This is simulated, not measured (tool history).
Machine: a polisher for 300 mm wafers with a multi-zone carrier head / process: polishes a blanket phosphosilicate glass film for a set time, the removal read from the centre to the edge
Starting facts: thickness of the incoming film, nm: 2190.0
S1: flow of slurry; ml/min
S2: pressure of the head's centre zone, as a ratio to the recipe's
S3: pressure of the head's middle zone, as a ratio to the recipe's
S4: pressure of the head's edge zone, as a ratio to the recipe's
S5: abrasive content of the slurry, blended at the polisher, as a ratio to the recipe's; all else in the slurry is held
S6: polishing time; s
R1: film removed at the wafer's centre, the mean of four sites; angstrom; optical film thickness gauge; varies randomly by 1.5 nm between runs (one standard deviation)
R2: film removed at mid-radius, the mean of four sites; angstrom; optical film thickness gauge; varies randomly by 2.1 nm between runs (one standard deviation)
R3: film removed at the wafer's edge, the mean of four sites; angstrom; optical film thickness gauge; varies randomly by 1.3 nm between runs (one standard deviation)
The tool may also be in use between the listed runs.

run    day   S1    S2    S3    S4    S5  S6      R1      R2      R3
  1  0.000  140  1.00  1.00  1.00  1.00  30  2315.5  2292.8  2339.3
  2  0.212  135  0.98  0.99  0.97  0.90  30  2068.1  2132.6  2187.5
  3  0.546  135  0.98  0.99  0.97  0.90  35  2436.8  2464.8  2524.2
  4  0.575  135  0.98  0.99  0.94  0.80  34  2158.9  2207.2  2296.2
  5  0.650  135  0.98  0.99  0.94  0.65  34  1907.3  1891.5  1983.6
  6  0.983  130  0.98  1.01  0.92  0.60  34  1780.5  1849.9  1806.2
  7  1.179  120  0.98  1.00  0.91  0.60  34  1728.9  1831.7  1790.6
  8  1.396  115  0.99  0.99  0.90  0.60  34  1739.0  1770.7  1758.5
  9  1.458  110  0.99  0.99  0.90  0.60  34  1708.1  1736.5  1723.0
 10  1.625  105  0.99  0.99  0.90  0.60  34  1679.4  1735.4  1699.9
 11  1.892  100  0.99  0.99  0.90  0.60  34  1639.8  1697.7  1700.3

Predict the results of run 12:
 12  1.988  95  1.00  1.00  0.89  0.60  34   ?   ?   ?

{"run 12": {"R1": 1635.6, "R2": 1736.1, "R3": 1649.2}}
